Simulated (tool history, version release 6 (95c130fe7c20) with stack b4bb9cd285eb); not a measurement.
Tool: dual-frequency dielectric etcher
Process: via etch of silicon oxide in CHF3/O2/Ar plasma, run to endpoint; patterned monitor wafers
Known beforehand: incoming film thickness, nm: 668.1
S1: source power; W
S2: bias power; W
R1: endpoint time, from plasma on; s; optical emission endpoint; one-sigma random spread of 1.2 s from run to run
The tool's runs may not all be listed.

run	hour	S1	S2	R1
1	0.0	460	143	386.91
2	3.7	460	157	372.14
3	8.2	460	135	395.75
4	16.5	500	135	382.64
5	19.3	530	137	373.36
6	25.0	530	153	357.98
7	33.4	550	154	350.27
8	37.4	560	154	350.58
9	43.2	580	154	345.61

Forecast run 10:
10	46.3	590	154	?

{"run 10": {"R1": 343.93}}
